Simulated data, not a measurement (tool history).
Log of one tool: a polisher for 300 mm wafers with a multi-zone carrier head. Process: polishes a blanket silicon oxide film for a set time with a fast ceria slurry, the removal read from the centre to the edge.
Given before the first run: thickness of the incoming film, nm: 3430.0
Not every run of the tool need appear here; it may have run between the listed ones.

run,hour,flow of slurry (ml/min),pressure of the head's centre zone,pressure of the head's middle zone,pressure of the head's edge zone,polishing time (s),film removed at the wafer's centre (angstrom),film removed at mid-radius (angstrom),film removed at the wafer's edge (angstrom)
1,0,280,1,1,1,50,6102.9,6216,6080.6
2,7.4,285,1.02,1.01,1.03,53,6632.6,6662.1,6593.8
3,8.8,285,1.02,1.01,1.03,59,7274.5,7445.9,7193
4,16.5,285,0.99,1.01,1.03,59,7235.9,7352.1,7236.8
5,22.9,295,1.02,1.01,1.06,61,7695.8,7714.1,7656.5
6,28.9,305,1.04,1.02,1.08,62,7976.4,8024.4,7826.7
7,36.4,310,1.05,1.02,1.1,63,8260.5,8049.9,8041.9
8,42.4,315,1.06,1.02,1.11,64,8495.1,8108.7,8277.9
9,51.4,320,1.07,1.03,1.12,65,8608.3,8414.2,8383.4
10,53.2,320,1.08,1.03,1.13,66,8808.4,8488,8575.8

What does the tool deliver on the next run?
11,58.8,325,1.09,1.03,1.14,66,?,?,?

film removed at the wafer's centre (angstrom): 9036
film removed at mid-radius (angstrom): 8468.2
film removed at the wafer's edge (angstrom): 8580.3
